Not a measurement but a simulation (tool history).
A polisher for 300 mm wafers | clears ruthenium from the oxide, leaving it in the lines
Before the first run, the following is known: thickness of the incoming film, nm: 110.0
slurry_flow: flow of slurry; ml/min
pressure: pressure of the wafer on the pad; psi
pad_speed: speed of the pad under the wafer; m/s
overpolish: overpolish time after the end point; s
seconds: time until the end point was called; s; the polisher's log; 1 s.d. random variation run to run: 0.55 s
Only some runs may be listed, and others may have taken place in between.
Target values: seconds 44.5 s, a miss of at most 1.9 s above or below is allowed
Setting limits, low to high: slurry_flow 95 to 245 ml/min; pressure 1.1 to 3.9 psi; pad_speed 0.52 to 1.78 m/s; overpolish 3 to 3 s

| run | hour | slurry_flow | pressure | pad_speed | overpolish | seconds |
|---|---|---|---|---|---|---|
| 1 | 0 | 155 | 2.5 | 1.14 | 3 | 62.36 |
| 2 | 6.3 | 155 | 2.5 | 1 | 3 | 71.15 |
| 3 | 9.4 | 155 | 2.5 | 1.26 | 3 | 58.445 |
| 4 | 11.6 | 135 | 2.5 | 1.26 | 3 | 60.403 |
| 5 | 13.6 | 135 | 2.5 | 1.12 | 3 | 65.559 |
| 6 | 17.4 | 135 | 2.6 | 1.12 | 3 | 63.721 |
| 7 | 20.8 | 140 | 2.7 | 1.12 | 3 | 60.447 |
| 8 | 27.6 | 145 | 2.8 | 1.12 | 3 | 57.837 |
| 9 | 36.5 | 150 | 2.9 | 1.12 | 3 | 56.892 |
| 10 | 38.8 | 150 | 3 | 1.12 | 3 | 55.97 |
| 11 | 47.5 | 150 | 3.1 | 1.12 | 3 | 51.846 |
| 12 | 55.8 | 160 | 3.4 | 1.12 | 3 | 48.371 |

4 candidate next runs follow, results not yet known. Just one meets every target within its allowed miss. Identify it.
| A | 64.1 | 150 | 3.9 | 1.18 | 3 | ? |
| B | 64.1 | 155 | 3.6 | 1.3 | 3 | ? |
| C | 64.1 | 215 | 3.5 | 1.26 | 3 | ? |
| D | 64.1 | 165 | 3.4 | 1.2 | 3 | ? |

| move | seconds |
|---|---|
| A | 40.318 |
| B | 39.967 |
| C | 40.111 |
| D | 44.701 |
A: moves the result that the last run missed by most past its target, out the other side
B: moves the result that the last run missed by most past its target, out the other side
C: moves the result that the last run missed by most past its target, out the other side
D: all results land within tolerance of their targets
Move D is the one to make.
